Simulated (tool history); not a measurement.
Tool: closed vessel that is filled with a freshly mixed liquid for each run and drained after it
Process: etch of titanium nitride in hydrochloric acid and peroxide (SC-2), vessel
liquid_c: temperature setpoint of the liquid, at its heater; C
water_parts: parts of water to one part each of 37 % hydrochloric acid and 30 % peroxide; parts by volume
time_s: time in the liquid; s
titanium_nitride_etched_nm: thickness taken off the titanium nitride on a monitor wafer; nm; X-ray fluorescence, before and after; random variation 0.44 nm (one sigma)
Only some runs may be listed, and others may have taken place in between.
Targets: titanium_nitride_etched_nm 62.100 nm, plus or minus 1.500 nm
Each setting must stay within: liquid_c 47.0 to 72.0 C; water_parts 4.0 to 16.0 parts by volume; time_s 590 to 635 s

Run 1, day 0.000: liquid_c 63.0 C, water_parts 9.0 parts by volume, time_s 590 s. Result: titanium_nitride_etched_nm 41.324 nm.
Run 2, day 0.279: liquid_c 58.5 C, water_parts 9.0 parts by volume, time_s 590 s. Result: titanium_nitride_etched_nm 31.376 nm.
Run 3, day 0.562: liquid_c 62.0 C, water_parts 9.0 parts by volume, time_s 590 s. Result: titanium_nitride_etched_nm 39.240 nm.
Run 4, day 0.788: liquid_c 62.0 C, water_parts 9.0 parts by volume, time_s 590 s. Result: titanium_nitride_etched_nm 38.609 nm.
Run 5, day 1.029: liquid_c 62.0 C, water_parts 11.5 parts by volume, time_s 590 s. Result: titanium_nitride_etched_nm 31.782 nm.
Run 6, day 1.296: liquid_c 56.5 C, water_parts 11.5 parts by volume, time_s 590 s. Result: titanium_nitride_etched_nm 22.652 nm.
Run 7, day 1.504: liquid_c 61.5 C, water_parts 11.0 parts by volume, time_s 590 s. Result: titanium_nitride_etched_nm 32.181 nm.
Run 8, day 1.550: liquid_c 65.0 C, water_parts 11.0 parts by volume, time_s 590 s. Result: titanium_nitride_etched_nm 39.800 nm.
Run 9, day 1.629: liquid_c 67.0 C, water_parts 11.0 parts by volume, time_s 590 s. Result: titanium_nitride_etched_nm 44.545 nm.
At day 1.746: new drum of peroxide connected.
Run 10, day 1.746: liquid_c 68.5 C, water_parts 11.0 parts by volume, time_s 590 s. Result: titanium_nitride_etched_nm 52.153 nm.
Run 11, day 1.946: liquid_c 69.5 C, water_parts 11.0 parts by volume, time_s 590 s. Result: titanium_nitride_etched_nm 55.497 nm.

Of the 4 settings listed for the next run, only one would bring every result within its allowed miss of target. Which one?
Run A, day 2.146: liquid_c 69.5 C, water_parts 10.0 parts by volume, time_s 590 s. Result: titanium_nitride_etched_nm ?.
Run B, day 2.146: liquid_c 72.0 C, water_parts 13.5 parts by volume, time_s 630 s. Result: titanium_nitride_etched_nm ?.
Run C, day 2.146: liquid_c 69.5 C, water_parts 10.0 parts by volume, time_s 610 s. Result: titanium_nitride_etched_nm ?.
Run D, day 2.146: liquid_c 69.0 C, water_parts 13.0 parts by volume, time_s 620 s. Result: titanium_nitride_etched_nm ?.

move  titanium_nitride_etched_nm
   A                      59.362
   B                      56.855
   C                      61.374
   D                      48.444
A: gains on the last run, yet a result remains outside its allowed miss
B: gains on the last run, yet a result remains outside its allowed miss
C: meets every target
D: lands further from the targets than the last run did
So the answer is move C, the one that meets all the targets.
